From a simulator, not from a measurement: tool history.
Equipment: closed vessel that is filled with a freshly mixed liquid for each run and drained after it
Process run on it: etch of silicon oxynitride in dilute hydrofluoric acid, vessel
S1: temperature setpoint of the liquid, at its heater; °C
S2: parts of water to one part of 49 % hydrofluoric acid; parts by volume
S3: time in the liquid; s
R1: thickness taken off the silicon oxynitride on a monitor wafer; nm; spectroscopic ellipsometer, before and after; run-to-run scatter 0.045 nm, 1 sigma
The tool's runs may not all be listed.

{"run": 1, "hour": 0.0, "S1": 24, "S2": 85, "S3": 190, "R1": 8.8579}
{"run": 2, "hour": 5.7, "S1": 24, "S2": 110, "S3": 190, "R1": 6.6528}
{"run": 3, "hour": 13.4, "S1": 24, "S2": 110, "S3": 190, "R1": 6.6651}
{"run": 4, "hour": 22.1, "S1": 24, "S2": 110, "S3": 205, "R1": 7.1122}
{"run": 5, "hour": 29.9, "S1": 23, "S2": 110, "S3": 205, "R1": 6.8563}
{"run": 6, "hour": 34.0, "S1": 20.5, "S2": 110, "S3": 205, "R1": 6.1093}

The next listed run, before its measurement:
{"run": 7, "hour": 36.1, "S1": 20, "S2": 110, "S3": 205, "R1": "?"}

Run 7 produced R1 5.9462 nm.
